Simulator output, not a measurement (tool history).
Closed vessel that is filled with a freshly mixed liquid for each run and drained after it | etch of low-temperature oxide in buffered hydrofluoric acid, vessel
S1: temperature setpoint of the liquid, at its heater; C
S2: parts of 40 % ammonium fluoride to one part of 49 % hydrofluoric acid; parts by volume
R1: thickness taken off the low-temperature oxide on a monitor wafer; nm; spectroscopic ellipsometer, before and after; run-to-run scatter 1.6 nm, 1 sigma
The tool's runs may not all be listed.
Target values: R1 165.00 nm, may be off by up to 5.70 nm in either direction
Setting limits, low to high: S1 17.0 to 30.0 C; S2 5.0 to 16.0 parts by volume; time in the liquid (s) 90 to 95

{"run": 1, "hour": 0.0, "S1": 22.0, "S2": 9.5, "time in the liquid (s)": 90, "R1": 218.82}
{"run": 2, "hour": 7.2, "S1": 22.0, "S2": 9.5, "time in the liquid (s)": 95, "R1": 231.16}
{"run": 3, "hour": 10.5, "S1": 22.0, "S2": 11.0, "time in the liquid (s)": 95, "R1": 199.8}
{"run": 4, "hour": 11.4, "S1": 22.0, "S2": 11.0, "time in the liquid (s)": 95, "R1": 204.42}
{"run": 5, "hour": 14.3, "S1": 24.5, "S2": 11.0, "time in the liquid (s)": 95, "R1": 233.02}
{"run": 6, "hour": 18.6, "S1": 24.5, "S2": 9.0, "time in the liquid (s)": 95, "R1": 278.03}
{"run": 7, "hour": 23.2, "S1": 22.0, "S2": 9.5, "time in the liquid (s)": 95, "R1": 233.83}
{"run": 8, "hour": 26.1, "S1": 20.5, "S2": 10.0, "time in the liquid (s)": 95, "R1": 210.58}
{"run": 9, "hour": 34.2, "S1": 19.5, "S2": 10.5, "time in the liquid (s)": 95, "R1": 185.95}
{"run": 10, "hour": 43.1, "S1": 19.0, "S2": 10.5, "time in the liquid (s)": 95, "R1": 178.67}
{"run": 11, "hour": 46.2, "S1": 18.5, "S2": 10.5, "time in the liquid (s)": 95, "R1": 175.53}

Which of these 5 next moves meets every target?
{"run": "A", "hour": 49.3, "S1": 20.0, "S2": 10.5, "time in the liquid (s)": 90, "R1": "?"}
{"run": "B", "hour": 49.3, "S1": 19.0, "S2": 11.0, "time in the liquid (s)": 90, "R1": "?"}
{"run": "C", "hour": 49.3, "S1": 20.0, "S2": 11.0, "time in the liquid (s)": 90, "R1": "?"}
{"run": "D", "hour": 49.3, "S1": 19.0, "S2": 9.5, "time in the liquid (s)": 90, "R1": "?"}
{"run": "E", "hour": 49.3, "S1": 22.5, "S2": 12.0, "time in the liquid (s)": 90, "R1": "?"}

move=A R1=181.78
move=B R1=164.22
move=C R1=173.71
move=D R1=189.45
move=E R1=183.31
A: the biggest miss grows against the last run
B: in spec on every target
C: closer than the last run, but not yet in spec
D: the biggest miss grows against the last run
E: the biggest miss grows against the last run
B meets every target.
